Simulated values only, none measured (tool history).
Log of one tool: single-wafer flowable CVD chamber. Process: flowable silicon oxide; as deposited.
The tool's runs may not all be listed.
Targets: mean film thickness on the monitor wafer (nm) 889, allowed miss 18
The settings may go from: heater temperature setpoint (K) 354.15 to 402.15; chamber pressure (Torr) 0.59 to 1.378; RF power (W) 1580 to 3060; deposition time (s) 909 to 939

run,hour,heater temperature setpoint (K),chamber pressure (Torr),RF power (W),deposition time (s),mean film thickness on the monitor wafer (nm)
1,0,378.15,0.984,2320,909,626.8
2,0.9,378.15,0.984,2130,909,620.57
3,10,378.15,0.984,1955,909,606.33
4,12.9,378.15,1.049,1955,909,647.62
5,16.2,384.15,1.049,1955,909,538.61
6,21.8,384.15,1.12,1955,909,567.56
7,30.8,381.15,1.121,1955,909,633.66
8,38,379.15,1.121,1955,909,661.72
9,40.9,367.15,1.124,1955,909,985.97
10,46.6,368.15,1.124,1955,909,941.83
# hour 51.3: RF generator calibrated
11,51.3,369.15,1.124,1955,909,918.61

Which of these 5 next moves meets every target?
A,56,369.15,1.084,1995,909,?
B,56,372.15,1.276,1625,931,?
C,56,371.15,1.182,2120,923,?
D,56,368.15,1.132,1950,909,?
E,56,371.15,1.196,1970,929,?

move,mean film thickness on the monitor wafer (nm)
A,893.11
B,930.63
C,931.12
D,955.01
E,936.46
A: meets every target
B: further off than the last run
C: further off than the last run
D: further off than the last run
E: further off than the last run
The right move is A.
